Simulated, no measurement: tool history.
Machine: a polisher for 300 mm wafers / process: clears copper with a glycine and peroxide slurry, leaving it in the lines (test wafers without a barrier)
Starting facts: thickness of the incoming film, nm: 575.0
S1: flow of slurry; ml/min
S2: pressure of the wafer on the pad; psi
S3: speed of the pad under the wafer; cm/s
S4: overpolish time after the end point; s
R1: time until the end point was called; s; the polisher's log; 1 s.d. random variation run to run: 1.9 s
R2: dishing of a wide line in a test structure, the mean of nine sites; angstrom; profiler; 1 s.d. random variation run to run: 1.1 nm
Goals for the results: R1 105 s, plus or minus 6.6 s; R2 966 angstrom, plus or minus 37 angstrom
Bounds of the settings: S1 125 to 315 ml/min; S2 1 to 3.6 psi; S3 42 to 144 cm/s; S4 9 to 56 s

run	hour	S1	S2	S3	S4	R1	R2
1	0	205	2.3	92	29	171.36	662.14
2	6.7	165	2.3	92	29	179.67	629.98
3	10.3	165	1.9	92	29	201.81	581.31
4	17.2	165	2.2	92	29	179.52	629.1
5	19	140	2.2	92	29	186.53	612.09
6	21.3	150	2.7	96	29	154.26	732.08
7	28.4	160	3	100	28	128.85	783.8
8	33.8	165	3.2	100	29	119.59	835.43
9	37.4	170	3.3	100	30	122.3	881.31
10	43.1	170	3.4	102	30	114.29	890.2
11	48.8	170	3.5	102	30	112.82	939.91
12	50.5	170	3.5	104	30	111.61	929.04

4 candidate next runs follow, results not yet known. Just one meets every target within its allowed miss. Identify it.
A	52.2	150	3.1	106	32	?	?
B	52.2	190	3.1	108	40	?	?
C	52.2	210	3.6	102	30	?	?
D	52.2	135	3.6	96	42	?	?

move	R1	R2
A	124.18	882.69
B	117.13	1045.1
C	106.64	944.55
D	121.75	1070.5
A: the biggest miss grows against the last run
B: the biggest miss grows against the last run
C: all results land within tolerance of their targets
D: the biggest miss grows against the last run
The right move is C.
